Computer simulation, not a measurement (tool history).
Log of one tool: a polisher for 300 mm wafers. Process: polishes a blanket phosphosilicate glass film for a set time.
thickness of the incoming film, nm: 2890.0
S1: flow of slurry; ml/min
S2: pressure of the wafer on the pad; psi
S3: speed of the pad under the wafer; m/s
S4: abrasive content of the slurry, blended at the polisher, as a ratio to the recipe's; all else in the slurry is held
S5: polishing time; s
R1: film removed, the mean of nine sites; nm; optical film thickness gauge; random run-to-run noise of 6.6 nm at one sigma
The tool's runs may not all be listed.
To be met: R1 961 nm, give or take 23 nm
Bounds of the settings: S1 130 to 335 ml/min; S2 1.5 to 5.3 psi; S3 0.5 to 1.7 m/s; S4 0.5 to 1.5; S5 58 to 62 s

run    day   S1   S2    S3  S4  S5      R1
  1      0  215  3.4   1.1   1  58  661.01
  2  0.029  215  3.9   1.1   1  58  725.14
  3  0.342  225  4.2   1.1   1  58  777.77
  4  0.408  225  4.2   1.2   1  58  811.66
  5  0.667  250  4.2   1.2   1  58  824.79
  6  0.738  250  4.2  0.98   1  58  729.02
  7  1.058  250  4.5     1   1  58  777.14
  8  1.388  250  4.7  1.02   1  58  817.78
  9  1.492  250  4.8  1.04   1  58  844.78
 10  1.746  250  4.9  1.06   1  58  874.09
 11  1.821  250    5  1.06   1  58  870.18
 12  2.075  255  5.1  1.08   1  58  901.86
 13  2.354  255  5.1   1.1   1  58  921.03
 14  2.721  275  5.2   1.1   1  58  933.76

Below are 4 possible settings for the next run. Only one of them brings all results inside the allowed miss of their targets. Which is it?
  A  3.088  285  4.9  1.04   1.1  58   ?
  B  3.088  280  4.8  1.02     1  59   ?
  C  3.088  265  4.9  1.04  1.05  60   ?
  D  3.088  240  5.1  1.08   1.1  59   ?

move      R1
   A  911.48
   B   861.9
   C   916.6
   D  961.04
A: further off than the last run
B: further off than the last run
C: further off than the last run
D: each result inside its tolerance
D is the move that brings every result within its allowed miss.
